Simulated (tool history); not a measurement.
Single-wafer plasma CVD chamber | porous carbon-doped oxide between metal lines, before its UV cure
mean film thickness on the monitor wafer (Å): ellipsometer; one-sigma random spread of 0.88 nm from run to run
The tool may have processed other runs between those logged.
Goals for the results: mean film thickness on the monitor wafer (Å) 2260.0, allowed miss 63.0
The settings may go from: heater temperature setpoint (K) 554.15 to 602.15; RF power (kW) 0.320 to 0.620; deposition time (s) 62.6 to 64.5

run,hour,heater temperature setpoint (K),RF power (kW),deposition time (s),mean film thickness on the monitor wafer (Å)
1,0.0,578.15,0.470,62.6,3036.3
2,2.1,580.15,0.455,62.6,2927.6
3,8.5,582.15,0.445,62.6,2842.3
4,11.3,582.15,0.445,64.5,2941.1
5,13.6,583.15,0.435,64.4,2856.5
6,15.9,583.15,0.435,64.5,2871.2
# hour 22.5: thermocouple changed; heater temperature recalibrated
7,22.5,584.15,0.425,64.4,2853.0
8,23.9,585.15,0.415,64.2,2739.1

Exercise: of the 4 proposed moves below, exactly one satisfies all targets within the stated allowed misses. Which move is it?
A,25.3,582.15,0.435,64.5,?
B,25.3,577.15,0.535,64.5,?
C,25.3,572.15,0.535,64.5,?
D,25.3,602.15,0.380,62.6,?

move,mean film thickness on the monitor wafer (Å)
A,2933.8
B,3513.7
C,3628.7
D,2276.2
A: further off than the last run
B: further off than the last run
C: further off than the last run
D: each result inside its tolerance
Move D is the one to make.
